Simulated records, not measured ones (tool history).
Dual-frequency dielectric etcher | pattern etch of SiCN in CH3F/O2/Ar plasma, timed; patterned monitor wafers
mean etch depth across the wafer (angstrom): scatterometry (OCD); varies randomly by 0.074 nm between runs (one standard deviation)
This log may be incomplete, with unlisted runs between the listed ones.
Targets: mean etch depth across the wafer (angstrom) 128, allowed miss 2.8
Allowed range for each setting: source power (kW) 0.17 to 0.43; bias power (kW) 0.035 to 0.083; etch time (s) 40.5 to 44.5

run	hour	source power (kW)	bias power (kW)	etch time (s)	mean etch depth across the wafer (angstrom)
1	0	0.3	0.059	44.5	135.79
2	3.2	0.3	0.059	44.5	137.52
3	6.1	0.35	0.059	44.5	147.95
4	7	0.33	0.058	44.5	141.57
5	15.4	0.33	0.068	44.5	153.88
6	22.9	0.31	0.067	44.5	146.62
7	25.4	0.29	0.067	44.5	144.44
8	29.5	0.27	0.066	44.5	136.73
9	36.7	0.26	0.066	44.5	134.33
10	43.2	0.25	0.066	44.5	131.77

Which single option among these 4 for the next run brings every result within its allowed miss of target? Just one does.
A	49.7	0.23	0.069	42	?
B	49.7	0.25	0.071	43.5	?
C	49.7	0.28	0.066	40.5	?
D	49.7	0.26	0.062	41.5	?

move	mean etch depth across the wafer (angstrom)
A	121.44
B	133.13
C	127.05
D	121.9
A: takes the biggest miss from the last run beyond its target
B: the biggest miss grows against the last run
C: meets every target
D: takes the biggest miss from the last run beyond its target
Go with C: it meets all targets.

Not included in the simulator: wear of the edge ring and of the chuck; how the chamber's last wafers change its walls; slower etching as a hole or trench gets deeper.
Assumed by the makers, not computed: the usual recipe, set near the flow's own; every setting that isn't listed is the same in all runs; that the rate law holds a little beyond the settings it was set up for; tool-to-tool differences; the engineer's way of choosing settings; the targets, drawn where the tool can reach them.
